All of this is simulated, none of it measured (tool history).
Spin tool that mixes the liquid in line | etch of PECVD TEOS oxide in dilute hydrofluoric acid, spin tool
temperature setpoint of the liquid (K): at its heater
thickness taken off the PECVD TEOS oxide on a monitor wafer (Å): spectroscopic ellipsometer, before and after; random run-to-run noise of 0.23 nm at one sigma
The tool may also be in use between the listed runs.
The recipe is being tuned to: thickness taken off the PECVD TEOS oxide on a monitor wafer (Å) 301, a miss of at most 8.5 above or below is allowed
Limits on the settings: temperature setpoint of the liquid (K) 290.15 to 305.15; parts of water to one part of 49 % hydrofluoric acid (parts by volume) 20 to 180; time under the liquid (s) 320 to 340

run	day	temperature setpoint of the liquid (K)	parts of water to one part of 49 % hydrofluoric acid (parts by volume)	time under the liquid (s)	thickness taken off the PECVD TEOS oxide on a monitor wafer (Å)
1	0	297.15	100	320	383.31
2	0.217	297.15	100	340	408.8
3	0.258	297.15	85	340	489.56
4	0.596	297.15	85	320	456.32
5	0.679	294.15	85	320	405.57
6	1.029	294.15	85	320	406.43
7	1.121	293.65	85	320	400.83
8	1.292	293.15	85	320	391.77
9	1.612	292.65	85	320	383.13
10	1.771	292.15	85	320	369.22

Which single option among these 4 for the next run brings every result within its allowed miss of target? Just one does.
A	1.929	290.15	100	320	?
B	1.929	292.65	105	320	?
C	1.929	291.15	105	320	?
D	1.929	290.15	105	325	?

move	thickness taken off the PECVD TEOS oxide on a monitor wafer (Å)
A	288.67
B	303.48
C	285.2
D	277.78
A: takes the result that was furthest off past its target
B: in spec on every target
C: takes the result that was furthest off past its target
D: takes the result that was furthest off past its target
Go with B: it meets all targets.
